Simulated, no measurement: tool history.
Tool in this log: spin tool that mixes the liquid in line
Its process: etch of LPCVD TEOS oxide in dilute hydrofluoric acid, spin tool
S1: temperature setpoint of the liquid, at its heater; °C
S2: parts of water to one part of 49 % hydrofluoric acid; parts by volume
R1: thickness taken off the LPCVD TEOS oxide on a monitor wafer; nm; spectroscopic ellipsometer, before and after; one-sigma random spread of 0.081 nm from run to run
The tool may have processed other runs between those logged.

Run 1, hour 0: S1 24 °C, S2 200 parts by volume, time under the liquid (s) 35. Result: R1 4.1095 nm.
Run 2, hour 8.5: S1 21.5 °C, S2 200 parts by volume, time under the liquid (s) 35. Result: R1 3.7542 nm.
Run 3, hour 15.5: S1 22.5 °C, S2 200 parts by volume, time under the liquid (s) 35. Result: R1 3.9331 nm.
Run 4, hour 19.6: S1 23.5 °C, S2 200 parts by volume, time under the liquid (s) 35. Result: R1 4.0598 nm.
Run 5, hour 25.5: S1 25 °C, S2 200 parts by volume, time under the liquid (s) 35. Result: R1 4.3193 nm.
Run 6, hour 32.5: S1 25 °C, S2 200 parts by volume, time under the liquid (s) 30. Result: R1 3.6893 nm.
Run 7, hour 39.1: S1 26.5 °C, S2 160 parts by volume, time under the liquid (s) 30. Result: R1 5.0765 nm.
Run 8, hour 44.8: S1 28 °C, S2 130 parts by volume, time under the liquid (s) 30. Result: R1 6.9001 nm.
Run 9, hour 52.6: S1 29 °C, S2 110 parts by volume, time under the liquid (s) 30. Result: R1 8.681 nm.
Run 10, hour 54.1: S1 29.5 °C, S2 100 parts by volume, time under the liquid (s) 30. Result: R1 9.7981 nm.

Run 11, settings as shown, results not yet in. Your forecast:
Run 11, hour 60.8: S1 30 °C, S2 90 parts by volume, time under the liquid (s) 30. Result: R1 ?.

R1: 11.29 nm
